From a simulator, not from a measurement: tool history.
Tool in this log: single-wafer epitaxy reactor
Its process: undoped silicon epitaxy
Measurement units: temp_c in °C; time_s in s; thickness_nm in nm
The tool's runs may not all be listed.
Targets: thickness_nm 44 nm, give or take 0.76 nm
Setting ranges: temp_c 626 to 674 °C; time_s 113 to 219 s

run,hour,temp_c,time_s,thickness_nm
1,0,650,166,28.933
2,1.9,654,166,32.074
3,4,654,146,28.223
4,6.7,658,146,31.233
5,14.6,661,146,33.469
6,22.8,661,169,38.642
7,27.9,662,169,39.919
8,28.9,662,169,39.724
9,37.6,663,169,40.472
10,42.3,664,169,41.505
11,47.7,665,169,42.762

5 candidate next runs follow, results not yet known. Just one meets every target within its allowed miss. Identify it.
A,53.1,671,158,?
B,53.1,667,176,?
C,53.1,668,162,?
D,53.1,660,184,?
E,53.1,665,162,?

move,thickness_nm
A,45.849
B,46.451
C,43.786
D,41.044
E,40.762
A: takes the result that was furthest off past its target
B: takes the result that was furthest off past its target
C: meets every target
D: moves away from the targets compared with the last run
E: moves away from the targets compared with the last run
Go with C: it meets all targets.
